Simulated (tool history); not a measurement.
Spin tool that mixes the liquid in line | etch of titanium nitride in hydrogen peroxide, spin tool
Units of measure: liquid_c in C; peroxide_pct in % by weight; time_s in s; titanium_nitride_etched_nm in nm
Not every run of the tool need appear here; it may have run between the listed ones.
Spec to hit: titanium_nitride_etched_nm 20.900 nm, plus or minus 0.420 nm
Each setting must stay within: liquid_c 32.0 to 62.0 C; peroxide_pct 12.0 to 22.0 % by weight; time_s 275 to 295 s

run,hour,liquid_c,peroxide_pct,time_s,titanium_nitride_etched_nm
1,0.0,46.0,15.0,275,10.584
2,3.5,48.0,15.0,275,12.422
3,12.1,53.0,15.0,275,17.766
4,14.8,53.5,15.0,275,18.166
5,21.8,48.5,15.0,275,12.723
6,24.9,50.0,15.0,275,14.216
7,29.1,51.0,15.0,275,15.292
8,35.5,52.0,15.0,275,16.599
9,44.1,52.5,15.0,275,17.010
10,51.1,53.0,15.0,275,17.587
11,57.4,53.5,15.0,275,18.411
12,58.6,54.0,15.0,275,19.075
13,62.3,54.5,15.0,275,19.663

Which one of the following 4 next-run settings gets every result inside its allowed miss? There is exactly one.
A,66.0,55.5,14.5,285,?
B,66.0,55.5,13.5,295,?
C,66.0,55.0,16.0,290,?
D,66.0,54.0,16.5,295,?

move,titanium_nitride_etched_nm
A,21.698
B,22.125
C,21.767
D,20.775
A: takes the biggest miss from the last run beyond its target
B: takes the biggest miss from the last run beyond its target
C: takes the biggest miss from the last run beyond its target
D: each result inside its tolerance
The move that meets every target is D.
